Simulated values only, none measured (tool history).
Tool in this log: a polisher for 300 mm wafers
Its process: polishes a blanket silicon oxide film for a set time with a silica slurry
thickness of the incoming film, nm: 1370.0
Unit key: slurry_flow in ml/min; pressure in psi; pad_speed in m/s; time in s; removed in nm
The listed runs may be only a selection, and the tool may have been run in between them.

run	hour	slurry_flow	pressure	pad_speed	slurry_solids	time	removed
1	0.0	205	3.4	1.02	1.0	24	51.174
2	6.1	205	3.4	1.02	1.0	24	51.256
3	13.4	200	3.3	1.02	1.0	24	50.024
4	20.3	200	3.3	0.78	1.0	24	39.941
5	27.8	200	3.3	0.78	0.8	24	35.741
6	28.4	205	3.5	0.78	0.8	24	37.546
7	31.9	205	3.7	0.78	0.8	24	39.535
8	33.0	210	3.8	0.78	0.8	24	40.651

Run 9 has not been measured yet. What should we expect?
9	36.4	210	3.9	0.78	0.8	24	?

removed: 41.360 nm
